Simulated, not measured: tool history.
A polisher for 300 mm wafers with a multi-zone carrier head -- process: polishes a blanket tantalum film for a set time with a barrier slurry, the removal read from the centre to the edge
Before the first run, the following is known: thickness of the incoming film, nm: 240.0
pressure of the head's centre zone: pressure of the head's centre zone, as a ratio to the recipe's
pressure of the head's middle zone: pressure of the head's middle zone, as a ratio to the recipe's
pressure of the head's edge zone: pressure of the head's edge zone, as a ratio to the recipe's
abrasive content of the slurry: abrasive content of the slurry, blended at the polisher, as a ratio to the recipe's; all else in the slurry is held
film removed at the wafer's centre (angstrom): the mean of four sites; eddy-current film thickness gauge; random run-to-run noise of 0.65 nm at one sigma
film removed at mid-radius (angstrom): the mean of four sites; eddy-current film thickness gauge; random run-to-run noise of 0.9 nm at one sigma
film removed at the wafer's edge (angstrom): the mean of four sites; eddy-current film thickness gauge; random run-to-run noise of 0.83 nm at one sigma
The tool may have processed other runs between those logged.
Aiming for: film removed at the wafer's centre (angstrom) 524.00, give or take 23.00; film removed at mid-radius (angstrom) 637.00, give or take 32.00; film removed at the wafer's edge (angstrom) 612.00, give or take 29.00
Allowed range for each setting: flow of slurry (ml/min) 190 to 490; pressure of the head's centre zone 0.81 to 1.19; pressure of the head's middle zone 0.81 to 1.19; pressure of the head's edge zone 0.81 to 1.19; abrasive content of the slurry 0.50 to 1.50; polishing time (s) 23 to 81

run,hour,flow of slurry (ml/min),pressure of the head's centre zone,pressure of the head's middle zone,pressure of the head's edge zone,abrasive content of the slurry,polishing time (s),film removed at the wafer's centre (angstrom),film removed at mid-radius (angstrom),film removed at the wafer's edge (angstrom)
1,0.0,315,1.00,1.00,1.00,1.00,52,993.64,949.14,1049.50
2,8.3,315,1.00,1.04,1.00,1.00,52,957.79,993.26,1045.10
3,12.1,315,0.98,1.05,0.98,0.90,48,843.46,875.81,944.89
4,13.7,315,0.98,1.05,1.05,0.90,48,842.61,895.60,949.60
# hour 17.1: edge zone pressure recalibrated
5,17.1,315,0.98,0.99,1.05,0.90,48,849.03,848.78,897.45
6,23.3,315,0.98,0.99,1.05,0.75,48,802.40,789.28,850.43
7,29.7,310,0.88,1.09,0.95,0.50,36,463.45,538.44,510.63
8,30.5,310,0.89,1.11,0.98,0.55,36,480.46,590.97,543.45
9,38.2,310,0.90,1.10,1.01,0.55,36,481.09,572.74,559.25
10,45.0,315,0.91,1.11,1.02,0.55,36,491.40,560.55,565.11
11,52.8,310,0.88,1.16,1.00,0.80,38,587.03,742.69,672.87
12,56.4,310,0.87,1.13,1.00,0.80,38,579.98,698.93,674.10
13,64.8,310,0.86,1.12,0.99,0.80,38,580.06,694.36,677.24
14,68.5,310,0.85,1.12,0.98,0.75,38,544.77,691.19,644.38
15,74.9,310,0.85,1.11,0.97,0.75,38,544.09,672.12,646.29

Which of these 5 next moves meets every target?
A,81.3,295,0.85,1.19,0.91,0.60,42,?,?,?
B,81.3,320,0.92,1.16,0.98,0.75,38,?,?,?
C,81.3,255,0.82,1.14,0.97,0.90,36,?,?,?
D,81.3,250,0.88,1.10,0.98,1.15,32,?,?,?
E,81.3,330,0.84,1.01,1.03,1.30,33,?,?,?

move,film removed at the wafer's centre (angstrom),film removed at mid-radius (angstrom),film removed at the wafer's edge (angstrom)
A,545.89,750.80,643.67
B,590.31,732.40,663.88
C,515.12,709.55,653.61
D,526.63,655.26,626.40
E,553.23,669.15,700.03
A: the biggest miss grows against the last run
B: the biggest miss grows against the last run
C: the biggest miss grows against the last run
D: each result inside its tolerance
E: the biggest miss grows against the last run
D meets every target.
